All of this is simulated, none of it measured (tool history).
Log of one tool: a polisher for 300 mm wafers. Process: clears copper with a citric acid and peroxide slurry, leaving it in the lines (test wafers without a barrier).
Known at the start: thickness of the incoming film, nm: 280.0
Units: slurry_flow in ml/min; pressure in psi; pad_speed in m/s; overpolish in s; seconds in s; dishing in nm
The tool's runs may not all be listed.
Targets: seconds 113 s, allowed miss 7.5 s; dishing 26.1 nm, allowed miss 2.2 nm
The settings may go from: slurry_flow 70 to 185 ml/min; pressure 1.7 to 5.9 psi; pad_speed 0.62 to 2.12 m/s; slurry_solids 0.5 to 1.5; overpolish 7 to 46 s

run  hour  slurry_flow  pressure  pad_speed  slurry_solids  overpolish  seconds  dishing
  1     0          120       3.8       1.36              1          24   76.843   61.308
  2   5.7          120       3.8       1.36            1.1          24   74.809    61.22
  3  10.5          120       3.8       1.66            1.1          24   62.189   71.668
  4  16.9          120       3.8       1.66            1.1          17   62.719   53.706
  5  18.1          120       3.8       1.94            1.1          17   51.372   60.288
     20.1  -- slurry blender recalibrated
  6  20.1          120       3.8       1.94           0.95          17   51.974   61.504
  7  27.3          120       3.4       1.86           0.95          16   59.156   48.861
  8  28.7          105       2.4       1.48            0.9          21   110.57   39.437
  9  36.1          105       2.4       1.48            0.9          19   109.64    33.84
 10  37.2          105       2.4       1.48            0.9          18   110.67   33.207
 11  43.4          105       2.4       1.48            0.9          17   110.54    33.05
 12  47.8          105       2.4       1.48            0.9          16   112.06   29.307

5 next moves are on the table. One of them brings every result within its allowed miss. Which?
  A  52.2          105       2.7       1.36            0.9          17        ?        ?
  B  52.2          110       2.6       1.32           0.85          19        ?        ?
  C  52.2          115         2       1.62           0.85          12        ?        ?
  D  52.2          105       2.2        1.6           0.95          14        ?        ?
  E  52.2           95       2.5       1.38            0.9          19        ?        ?

move  seconds  dishing
   A   106.89   33.208
   B   114.19   34.536
   C    119.4   21.567
   D    110.1    26.88
   E   115.59     34.1
A: further off than the last run
B: further off than the last run
C: takes the result that was furthest off past its target
D: meets every target
E: further off than the last run
Answer: D

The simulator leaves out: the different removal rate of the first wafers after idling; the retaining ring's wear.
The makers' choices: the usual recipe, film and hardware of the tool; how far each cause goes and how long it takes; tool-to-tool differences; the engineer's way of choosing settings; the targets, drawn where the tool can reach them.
